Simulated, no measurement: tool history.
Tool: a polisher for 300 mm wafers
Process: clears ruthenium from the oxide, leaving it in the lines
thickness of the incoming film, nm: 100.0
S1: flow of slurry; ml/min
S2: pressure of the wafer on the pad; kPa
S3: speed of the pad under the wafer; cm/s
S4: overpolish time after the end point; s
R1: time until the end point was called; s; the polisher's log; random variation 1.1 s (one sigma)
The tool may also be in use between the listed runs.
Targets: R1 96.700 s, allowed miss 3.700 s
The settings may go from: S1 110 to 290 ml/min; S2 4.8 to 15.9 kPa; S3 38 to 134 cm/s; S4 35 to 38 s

| run | hour | S1 | S2 | S3 | S4 | R1 |
|---|---|---|---|---|---|---|
| 1 | 0.0 | 185 | 10.3 | 86 | 35 | 159.210 |
| 2 | 1.4 | 185 | 11.0 | 86 | 35 | 148.360 |
| 3 | 8.9 | 185 | 11.0 | 86 | 38 | 147.660 |
| 4 | 15.5 | 185 | 11.0 | 86 | 35 | 148.000 |
| 5 | 23.6 | 185 | 11.7 | 86 | 35 | 137.460 |
| 6 | 29.2 | 185 | 11.0 | 86 | 35 | 147.770 |
| 7 | 30.2 | 185 | 11.7 | 86 | 35 | 139.650 |
| 8 | 36.3 | 185 | 12.4 | 86 | 35 | 130.000 |
| 9 | 42.3 | 185 | 13.1 | 86 | 35 | 125.320 |
| 10 | 49.5 | 185 | 13.8 | 86 | 35 | 119.020 |
| 11 | 51.6 | 185 | 14.5 | 86 | 35 | 112.920 |
| 12 | 53.2 | 190 | 15.2 | 88 | 35 | 106.370 |

Which of these 5 next moves meets every target?
| A | 54.8 | 195 | 13.8 | 84 | 35 | ? |
| B | 54.8 | 190 | 14.5 | 84 | 35 | ? |
| C | 54.8 | 185 | 15.2 | 68 | 35 | ? |
| D | 54.8 | 150 | 15.2 | 84 | 35 | ? |
| E | 54.8 | 215 | 15.9 | 90 | 35 | ? |

| move | R1 |
|---|---|
| A | 119.190 |
| B | 114.080 |
| C | 128.880 |
| D | 113.610 |
| E | 97.043 |
A: further off than the last run
B: further off than the last run
C: further off than the last run
D: further off than the last run
E: meets every target
The right move is E.
